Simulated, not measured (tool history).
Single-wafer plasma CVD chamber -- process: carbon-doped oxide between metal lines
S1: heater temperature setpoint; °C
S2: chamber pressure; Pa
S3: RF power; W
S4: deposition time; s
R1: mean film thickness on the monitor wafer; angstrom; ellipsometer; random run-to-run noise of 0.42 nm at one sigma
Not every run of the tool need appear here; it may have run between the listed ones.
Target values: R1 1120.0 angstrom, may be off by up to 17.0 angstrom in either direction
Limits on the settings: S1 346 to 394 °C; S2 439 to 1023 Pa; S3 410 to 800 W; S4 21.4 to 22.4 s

run 1 hour=0.0 | S1=370 S2=731 S3=605 S4=22.4 | R1=1250.7
run 2 hour=3.2 | S1=370 S2=731 S3=605 S4=22.4 | R1=1244.8
run 3 hour=4.3 | S1=372 S2=692 S3=595 S4=22.4 | R1=1229.3
run 4 hour=5.4 | S1=372 S2=757 S3=595 S4=22.4 | R1=1238.0
run 5 hour=9.0 | S1=372 S2=757 S3=660 S4=22.4 | R1=1303.3
run 6 hour=12.0 | S1=372 S2=689 S3=660 S4=22.4 | R1=1292.9
run 7 hour=17.4 | S1=374 S2=663 S3=640 S4=22.4 | R1=1260.3
run 8 hour=20.2 | S1=376 S2=636 S3=625 S4=22.4 | R1=1238.9
run 9 hour=25.6 | S1=377 S2=617 S3=610 S4=22.4 | R1=1216.2

Pick the move, out of 4, that brings all results within their allowed miss; only one does.
run A hour=31.0 | S1=381 S2=587 S3=575 S4=22.0 | R1=?
run B hour=31.0 | S1=384 S2=636 S3=595 S4=21.9 | R1=?
run C hour=31.0 | S1=370 S2=439 S3=570 S4=21.5 | R1=?
run D hour=31.0 | S1=385 S2=832 S3=510 S4=21.4 | R1=?

move=A R1=1153.1
move=B R1=1169.7
move=C R1=1119.5
move=D R1=1084.7
A: an improvement on the last run, though not all results are within tolerance
B: an improvement on the last run, though not all results are within tolerance
C: hits every target within its allowed miss
D: takes the biggest miss from the last run beyond its target
Correct choice: C, which meets every target
